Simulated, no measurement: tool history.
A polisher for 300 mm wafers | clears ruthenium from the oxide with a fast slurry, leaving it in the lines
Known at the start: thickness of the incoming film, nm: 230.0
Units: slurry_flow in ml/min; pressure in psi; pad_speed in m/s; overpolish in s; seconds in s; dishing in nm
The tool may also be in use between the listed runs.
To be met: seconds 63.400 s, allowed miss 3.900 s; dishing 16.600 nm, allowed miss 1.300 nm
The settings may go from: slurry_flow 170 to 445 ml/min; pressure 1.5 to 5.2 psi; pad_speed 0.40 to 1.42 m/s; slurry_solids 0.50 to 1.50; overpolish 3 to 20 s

run,hour,slurry_flow,pressure,pad_speed,slurry_solids,overpolish,seconds,dishing
1,0.0,285,3.3,0.90,1.00,10,65.931,29.531
2,0.7,285,3.3,0.90,1.00,7,69.674,20.828
3,4.8,285,3.3,0.90,1.20,7,62.799,23.678
4,6.0,285,3.3,0.78,1.20,7,71.881,20.761
5,7.8,285,3.3,0.56,1.20,7,100.500,15.370
6,13.8,285,3.8,0.58,1.20,6,82.883,15.315
7,19.0,285,4.1,0.58,1.20,6,75.913,16.252
8,25.7,285,4.3,0.58,1.20,6,74.908,16.981
9,29.3,285,4.5,0.58,1.20,5,68.647,14.354
10,35.9,285,4.6,0.58,1.20,5,67.763,15.356

Which of these 5 next moves meets every target?
A,42.5,375,3.9,0.70,0.90,7,?,?
B,42.5,325,4.5,0.56,1.15,7,?,?
C,42.5,260,4.8,0.60,1.20,5,?,?
D,42.5,300,4.3,0.64,1.00,6,?,?
E,42.5,305,3.6,0.64,1.25,6,?,?

move,seconds,dishing
A,74.791,19.264
B,72.397,19.871
C,63.671,16.287
D,71.590,17.336
E,76.733,16.220
A: further off than the last run
B: further off than the last run
C: meets every target
D: further off than the last run
E: further off than the last run
Answer: C

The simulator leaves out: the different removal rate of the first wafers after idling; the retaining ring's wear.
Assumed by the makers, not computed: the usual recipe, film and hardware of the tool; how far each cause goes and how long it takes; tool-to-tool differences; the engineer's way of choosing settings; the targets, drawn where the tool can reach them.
